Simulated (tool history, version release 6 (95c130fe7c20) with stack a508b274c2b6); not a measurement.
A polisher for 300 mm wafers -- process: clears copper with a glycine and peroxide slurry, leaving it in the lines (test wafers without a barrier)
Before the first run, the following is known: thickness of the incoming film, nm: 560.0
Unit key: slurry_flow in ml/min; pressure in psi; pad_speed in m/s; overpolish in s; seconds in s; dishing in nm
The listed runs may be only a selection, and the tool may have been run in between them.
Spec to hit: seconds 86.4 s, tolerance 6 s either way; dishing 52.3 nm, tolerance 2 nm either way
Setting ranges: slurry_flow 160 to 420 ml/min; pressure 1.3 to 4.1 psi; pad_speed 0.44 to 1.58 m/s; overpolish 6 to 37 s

{"run": 1, "day": 0.0, "slurry_flow": 270, "pressure": 2.7, "pad_speed": 1, "overpolish": 19, "seconds": 118.85, "dishing": 46.01}
{"run": 2, "day": 0.204, "slurry_flow": 270, "pressure": 2.7, "pad_speed": 1.12, "overpolish": 19, "seconds": 108.71, "dishing": 48.93}
{"run": 3, "day": 0.275, "slurry_flow": 270, "pressure": 2.7, "pad_speed": 0.92, "overpolish": 19, "seconds": 121.7, "dishing": 45.603}
{"run": 4, "day": 0.342, "slurry_flow": 270, "pressure": 2.9, "pad_speed": 0.94, "overpolish": 19, "seconds": 116.18, "dishing": 47.48}
{"run": 5, "day": 0.421, "slurry_flow": 270, "pressure": 3.1, "pad_speed": 0.96, "overpolish": 18, "seconds": 107.82, "dishing": 49.007}
{"run": 6, "day": 0.708, "slurry_flow": 270, "pressure": 3.2, "pad_speed": 0.98, "overpolish": 17, "seconds": 103.97, "dishing": 47.661}
{"run": 7, "day": 0.912, "slurry_flow": 270, "pressure": 3.3, "pad_speed": 0.98, "overpolish": 17, "seconds": 98.038, "dishing": 48.952}
{"run": 8, "day": 1.021, "slurry_flow": 270, "pressure": 3.4, "pad_speed": 0.98, "overpolish": 17, "seconds": 95.778, "dishing": 47.824}
{"run": 9, "day": 1.262, "slurry_flow": 270, "pressure": 3.6, "pad_speed": 1, "overpolish": 18, "seconds": 92.886, "dishing": 52.924}

Which one of the following 4 next-run settings gets every result inside its allowed miss? There is exactly one.
{"run": "A", "day": 1.504, "slurry_flow": 265, "pressure": 3.5, "pad_speed": 0.86, "overpolish": 21, "seconds": "?", "dishing": "?"}
{"run": "B", "day": 1.504, "slurry_flow": 260, "pressure": 3.8, "pad_speed": 1.04, "overpolish": 17, "seconds": "?", "dishing": "?"}
{"run": "C", "day": 1.504, "slurry_flow": 260, "pressure": 4.1, "pad_speed": 1.14, "overpolish": 14, "seconds": "?", "dishing": "?"}
{"run": "D", "day": 1.504, "slurry_flow": 270, "pressure": 3.8, "pad_speed": 0.88, "overpolish": 19, "seconds": "?", "dishing": "?"}

move=A seconds=104.86 dishing=54.185
move=B seconds=85.093 dishing=53.722
move=C seconds=74.248 dishing=51.843
move=D seconds=96.3 dishing=53.721
A: moves away from the targets compared with the last run
B: in spec on every target
C: carries the result that was furthest off beyond its target, to the other side
D: moves away from the targets compared with the last run
The move that meets every target is B.

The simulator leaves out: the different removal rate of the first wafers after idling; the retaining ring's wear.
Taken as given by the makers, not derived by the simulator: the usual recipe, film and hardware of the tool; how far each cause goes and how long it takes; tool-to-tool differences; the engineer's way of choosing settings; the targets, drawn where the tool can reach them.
